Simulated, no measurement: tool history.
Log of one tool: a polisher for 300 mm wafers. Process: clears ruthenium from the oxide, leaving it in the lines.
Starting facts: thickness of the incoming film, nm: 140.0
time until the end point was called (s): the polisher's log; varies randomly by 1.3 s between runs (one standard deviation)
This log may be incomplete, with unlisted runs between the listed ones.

run,hour,flow of slurry (ml/min),pressure of the wafer on the pad (kPa),speed of the pad under the wafer (cm/s),overpolish time after the end point (s),time until the end point was called (s)
1,0,205,15.2,112,8,93.733
2,0.5,205,15.2,112,8,92.022
3,2.3,250,15.2,112,8,87.325
4,5.5,250,17.9,112,8,76.145
5,6.5,250,18.6,112,8,73.956
6,11,250,18.6,84,8,96.928

Expected results for the next run?
7,14.8,250,18.6,84,8,?

time until the end point was called (s): 98.419
